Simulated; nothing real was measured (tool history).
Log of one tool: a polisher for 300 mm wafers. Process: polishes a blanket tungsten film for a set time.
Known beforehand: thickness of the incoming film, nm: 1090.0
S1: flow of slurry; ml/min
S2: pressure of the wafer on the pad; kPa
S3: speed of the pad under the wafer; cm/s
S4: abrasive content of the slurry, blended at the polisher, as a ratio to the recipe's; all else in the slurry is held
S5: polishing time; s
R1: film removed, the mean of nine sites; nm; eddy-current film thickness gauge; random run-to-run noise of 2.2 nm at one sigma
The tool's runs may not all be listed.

run	day	S1	S2	S3	S4	S5	R1
1	0	260	29	94	1	112	553.66
2	0.204	260	24.1	82	1	112	407.2
3	0.35	260	24.1	82	0.8	112	386.06
4	0.592	260	24.1	82	0.95	112	405.38
5	0.696	260	17.2	82	0.95	112	297.61
6	0.829	260	15.9	78	0.95	112	256.55
7	1.146	260	15.2	76	0.95	112	240.84

Predict the results of run 8:
8	1.308	260	14.5	76	0.95	112	?

R1: 231.49 nm

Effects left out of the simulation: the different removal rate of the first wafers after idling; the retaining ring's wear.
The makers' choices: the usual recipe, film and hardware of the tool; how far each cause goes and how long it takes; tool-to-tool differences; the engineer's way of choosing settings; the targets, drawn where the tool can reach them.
